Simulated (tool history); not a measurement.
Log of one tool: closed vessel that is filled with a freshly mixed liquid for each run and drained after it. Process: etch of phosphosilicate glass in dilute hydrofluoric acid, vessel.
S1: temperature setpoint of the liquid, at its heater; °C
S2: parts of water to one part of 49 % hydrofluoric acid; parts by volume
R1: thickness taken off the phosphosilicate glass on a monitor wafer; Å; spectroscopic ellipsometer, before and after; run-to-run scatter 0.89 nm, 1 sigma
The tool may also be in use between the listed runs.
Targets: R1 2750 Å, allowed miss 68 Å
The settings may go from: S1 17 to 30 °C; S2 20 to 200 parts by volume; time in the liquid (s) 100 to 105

{"run": 1, "hour": 0.0, "S1": 22, "S2": 110, "time in the liquid (s)": 100, "R1": 1311.3}
{"run": 2, "hour": 6.2, "S1": 22, "S2": 95, "time in the liquid (s)": 100, "R1": 1540.9}
{"run": 3, "hour": 13.9, "S1": 24.5, "S2": 85, "time in the liquid (s)": 100, "R1": 1929.5}
{"run": 4, "hour": 19.7, "S1": 26, "S2": 85, "time in the liquid (s)": 100, "R1": 2041.5}
{"run": 5, "hour": 20.8, "S1": 26, "S2": 85, "time in the liquid (s)": 105, "R1": 2150.6}
{"run": 6, "hour": 26.3, "S1": 27.5, "S2": 80, "time in the liquid (s)": 105, "R1": 2441.6}
{"run": 7, "hour": 34.9, "S1": 28.5, "S2": 80, "time in the liquid (s)": 105, "R1": 2530.7}
{"run": 8, "hour": 42.2, "S1": 29, "S2": 80, "time in the liquid (s)": 105, "R1": 2576.1}
{"run": 9, "hour": 43.7, "S1": 29.5, "S2": 80, "time in the liquid (s)": 105, "R1": 2630.1}

Exercise: of the 5 proposed moves below, exactly one satisfies all targets within the stated allowed misses. Which move is it?
{"run": "A", "hour": 45.2, "S1": 29.5, "S2": 85, "time in the liquid (s)": 105, "R1": "?"}
{"run": "B", "hour": 45.2, "S1": 29.5, "S2": 80, "time in the liquid (s)": 100, "R1": "?"}
{"run": "C", "hour": 45.2, "S1": 30, "S2": 80, "time in the liquid (s)": 100, "R1": "?"}
{"run": "D", "hour": 45.2, "S1": 28.5, "S2": 75, "time in the liquid (s)": 105, "R1": "?"}
{"run": "E", "hour": 45.2, "S1": 27.5, "S2": 75, "time in the liquid (s)": 105, "R1": "?"}

move=A R1=2463.3
move=B R1=2510.6
move=C R1=2559.1
move=D R1=2724.9
move=E R1=2620.7
A: further off than the last run
B: further off than the last run
C: further off than the last run
D: hits every target within its allowed miss
E: further off than the last run
So the answer is move D, the one that meets all the targets.

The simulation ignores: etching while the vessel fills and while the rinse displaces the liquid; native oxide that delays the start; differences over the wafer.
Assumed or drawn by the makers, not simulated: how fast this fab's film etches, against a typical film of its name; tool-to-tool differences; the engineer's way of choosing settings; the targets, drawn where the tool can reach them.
